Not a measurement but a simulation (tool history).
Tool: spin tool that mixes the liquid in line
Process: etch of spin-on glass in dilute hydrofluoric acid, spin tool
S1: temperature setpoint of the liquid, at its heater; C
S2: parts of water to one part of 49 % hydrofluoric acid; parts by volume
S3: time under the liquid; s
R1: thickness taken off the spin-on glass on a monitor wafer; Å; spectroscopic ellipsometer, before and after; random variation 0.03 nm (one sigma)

run	hour	S1	S2	S3	R1
1	0.0	23.0	295	55	54.923
2	1.2	24.5	295	55	57.918
3	10.1	24.5	375	55	42.260
4	11.0	21.5	375	55	38.073
5	17.0	20.5	375	55	36.822
6	20.8	20.5	480	55	26.917

The next listed run, before its measurement:
7	27.0	24.5	465	55	?

{"run 7": {"R1": 31.311}}

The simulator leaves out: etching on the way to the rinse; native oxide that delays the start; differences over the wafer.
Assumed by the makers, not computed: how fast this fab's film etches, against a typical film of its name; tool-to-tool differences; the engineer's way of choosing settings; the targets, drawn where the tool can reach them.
